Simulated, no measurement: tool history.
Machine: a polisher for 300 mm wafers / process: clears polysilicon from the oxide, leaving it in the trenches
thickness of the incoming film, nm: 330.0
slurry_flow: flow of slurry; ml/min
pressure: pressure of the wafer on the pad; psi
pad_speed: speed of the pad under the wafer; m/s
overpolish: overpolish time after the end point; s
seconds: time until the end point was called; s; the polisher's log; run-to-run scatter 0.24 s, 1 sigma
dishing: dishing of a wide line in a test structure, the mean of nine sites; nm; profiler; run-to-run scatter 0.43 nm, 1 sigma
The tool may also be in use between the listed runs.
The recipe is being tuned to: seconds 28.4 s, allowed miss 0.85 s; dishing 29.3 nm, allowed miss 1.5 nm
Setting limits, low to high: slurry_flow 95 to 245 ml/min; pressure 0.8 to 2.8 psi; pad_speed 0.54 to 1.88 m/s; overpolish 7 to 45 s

Run 1, hour 0: slurry_flow 155 ml/min, pressure 1.8 psi, pad_speed 1.2 m/s, overpolish 23 s. Result: seconds 36.719 s, dishing 33.016 nm.
Run 2, hour 4.8: slurry_flow 165 ml/min, pressure 1.9 psi, pad_speed 1.2 m/s, overpolish 18 s. Result: seconds 34.278 s, dishing 32.333 nm.
Run 3, hour 11.2: slurry_flow 190 ml/min, pressure 2 psi, pad_speed 1.2 m/s, overpolish 15 s. Result: seconds 32.022 s, dishing 31.686 nm.
Run 4, hour 18.1: slurry_flow 190 ml/min, pressure 1.6 psi, pad_speed 1.2 m/s, overpolish 15 s. Result: seconds 39.726 s, dishing 32.694 nm.
Run 5, hour 24: slurry_flow 190 ml/min, pressure 1.6 psi, pad_speed 1.36 m/s, overpolish 15 s. Result: seconds 35.082 s, dishing 32.365 nm.
Run 6, hour 25.6: slurry_flow 205 ml/min, pressure 1.7 psi, pad_speed 1.34 m/s, overpolish 13 s. Result: seconds 33.551 s, dishing 30.823 nm.
Run 7, hour 27.5: slurry_flow 210 ml/min, pressure 1.8 psi, pad_speed 1.34 m/s, overpolish 12 s. Result: seconds 31.325 s, dishing 31.952 nm.
Run 8, hour 36.2: slurry_flow 210 ml/min, pressure 1.8 psi, pad_speed 1.34 m/s, overpolish 12 s. Result: seconds 31.357 s, dishing 30.869 nm.

Exercise: of the 5 proposed moves below, exactly one satisfies all targets within the stated allowed misses. Which move is it?
Run A, hour 44.9: slurry_flow 240 ml/min, pressure 1.8 psi, pad_speed 1.48 m/s, overpolish 7 s. Result: seconds ?, dishing ?.
Run B, hour 44.9: slurry_flow 125 ml/min, pressure 1.9 psi, pad_speed 1.68 m/s, overpolish 31 s. Result: seconds ?, dishing ?.
Run C, hour 44.9: slurry_flow 175 ml/min, pressure 1.8 psi, pad_speed 1.22 m/s, overpolish 24 s. Result: seconds ?, dishing ?.
Run D, hour 44.9: slurry_flow 245 ml/min, pressure 1.7 psi, pad_speed 1.34 m/s, overpolish 10 s. Result: seconds ?, dishing ?.
Run E, hour 44.9: slurry_flow 190 ml/min, pressure 1.4 psi, pad_speed 1.58 m/s, overpolish 14 s. Result: seconds ?, dishing ?.

move  seconds  dishing
   A   27.994   28.857
   B   25.721   31.916
   C   35.119   31.864
   D   32.525    30.13
   E    34.42   31.212
A: every result lands within tolerance
B: takes the biggest miss from the last run beyond its target
C: further off than the last run
D: further off than the last run
E: further off than the last run
The right move is A.
